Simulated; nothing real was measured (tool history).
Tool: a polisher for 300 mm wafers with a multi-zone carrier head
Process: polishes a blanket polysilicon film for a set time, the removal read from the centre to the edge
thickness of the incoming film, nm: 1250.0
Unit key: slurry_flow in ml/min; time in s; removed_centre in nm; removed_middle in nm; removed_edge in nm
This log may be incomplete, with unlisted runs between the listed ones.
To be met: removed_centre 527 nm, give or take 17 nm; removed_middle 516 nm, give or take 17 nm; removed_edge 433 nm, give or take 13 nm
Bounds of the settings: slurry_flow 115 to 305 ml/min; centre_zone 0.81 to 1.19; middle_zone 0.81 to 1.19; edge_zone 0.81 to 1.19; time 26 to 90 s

run  hour  slurry_flow  centre_zone  middle_zone  edge_zone  time  removed_centre  removed_middle  removed_edge
  1     0          195            1            1          1    58           432.8          439.82           410
  2   6.5          195            1            1       1.03    58          440.98          440.04        419.77
  3   8.2          195            1            1       0.96    58          435.39          437.91        404.48
  4    14          210         1.02         1.02       0.96    58          452.02          450.89        413.03
     21.5  -- edge zone pressure recalibrated
  5  21.5          220         1.04         1.04       0.95    58          465.79          461.92         434.5
  6  24.2          265         1.04         1.04       0.95    58          475.05          470.69        434.77
  7  32.9          270         1.06         1.07       0.92    57          486.79          470.56        426.07
  8  35.7          270         1.07         1.09       0.91    57          483.81           483.1        421.58
  9  40.6          270         1.07         1.09       0.91    57           484.3          486.41         421.2
 10  42.6          275         1.08          1.1       0.91    57          493.49          487.76        424.59

Exactly one of the 5 candidate moves below puts every result within its allowed miss. Which one?
  A  44.6          295         1.15          1.1       0.84    60               ?               ?             ?
  B  44.6          270         1.04         1.08       0.93    58               ?               ?             ?
  C  44.6          290         0.97         1.16       0.97    61               ?               ?             ?
  D  44.6          230         1.12         1.13       0.82    57               ?               ?             ?
  E  44.6          285         1.13         1.16       0.91    58               ?               ?             ?

move  removed_centre  removed_middle  removed_edge
   A          558.27          517.81        426.29
   B          482.56          488.37        426.39
   C          477.42          550.51        458.61
   D          500.13           489.1        392.33
   E          528.35          522.09        424.02
A: takes the result that was furthest off past its target
B: the biggest miss grows against the last run
C: the biggest miss grows against the last run
D: the biggest miss grows against the last run
E: meets every target
Go with E: it meets all targets.
